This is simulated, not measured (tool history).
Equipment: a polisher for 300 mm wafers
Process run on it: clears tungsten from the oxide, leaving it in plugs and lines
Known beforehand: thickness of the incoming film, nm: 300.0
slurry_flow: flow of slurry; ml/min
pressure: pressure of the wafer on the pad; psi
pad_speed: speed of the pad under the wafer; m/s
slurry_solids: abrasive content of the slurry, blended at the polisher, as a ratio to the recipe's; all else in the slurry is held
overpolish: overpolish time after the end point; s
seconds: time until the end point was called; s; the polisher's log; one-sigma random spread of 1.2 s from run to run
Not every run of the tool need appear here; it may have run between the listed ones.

run  hour  slurry_flow  pressure  pad_speed  slurry_solids  overpolish  seconds
  1   0.0          235       3.4       1.00            1.0          26   85.878
  2   7.9          235       2.6       1.00            1.0          26  110.320
  3  15.4          235       2.6       1.00            1.1          26  108.250
  4  22.2          235       2.5       1.00            1.1          26  113.280
  5  29.5          235       2.5       1.00            1.1          26  112.850
  6  33.3          235       1.9       1.00            1.1          26  147.410
  7  40.7          235       2.0       1.00            1.1          26  139.610
  8  45.3          240       2.4       1.00            1.1          26  117.400
  9  48.8          235       2.4       1.00            1.1          26  117.870

Predict the results of run 10:
     54.5  -- head pressure recalibrated
 10  54.5          235       2.3       1.00            1.1          26        ?

seconds: 110.050 s

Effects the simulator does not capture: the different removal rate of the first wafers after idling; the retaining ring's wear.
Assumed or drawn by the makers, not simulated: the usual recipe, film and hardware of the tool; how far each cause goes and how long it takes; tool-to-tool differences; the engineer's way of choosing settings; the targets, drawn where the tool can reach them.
